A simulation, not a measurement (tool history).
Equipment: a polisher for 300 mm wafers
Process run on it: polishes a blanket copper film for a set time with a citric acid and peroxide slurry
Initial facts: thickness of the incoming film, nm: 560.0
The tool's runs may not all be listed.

run,hour,flow of slurry (ml/min),pressure of the wafer on the pad (psi),speed of the pad under the wafer (m/s),abrasive content of the slurry,polishing time (s),film removed (Å)
1,0.0,145,3.6,0.86,1.0,19,438.41
2,3.6,170,3.6,0.86,1.0,19,437.81
3,4.3,170,3.4,0.84,1.0,19,424.04
4,12.5,170,3.4,0.98,1.0,19,492.10
5,18.6,170,3.2,0.94,1.0,19,450.24
6,26.7,205,3.2,0.94,1.0,19,462.81
7,35.6,205,3.0,0.90,1.0,19,409.92
8,40.7,205,2.8,0.88,1.0,19,383.75
9,43.7,205,2.7,0.86,1.0,19,353.46
10,49.1,205,2.6,0.84,1.0,19,354.40
11,56.5,205,2.5,0.80,1.0,19,318.44

Expected results for the next run?
12,64.8,205,2.4,0.78,1.0,19,?

Run 12 came out at film removed (Å) 298.36.

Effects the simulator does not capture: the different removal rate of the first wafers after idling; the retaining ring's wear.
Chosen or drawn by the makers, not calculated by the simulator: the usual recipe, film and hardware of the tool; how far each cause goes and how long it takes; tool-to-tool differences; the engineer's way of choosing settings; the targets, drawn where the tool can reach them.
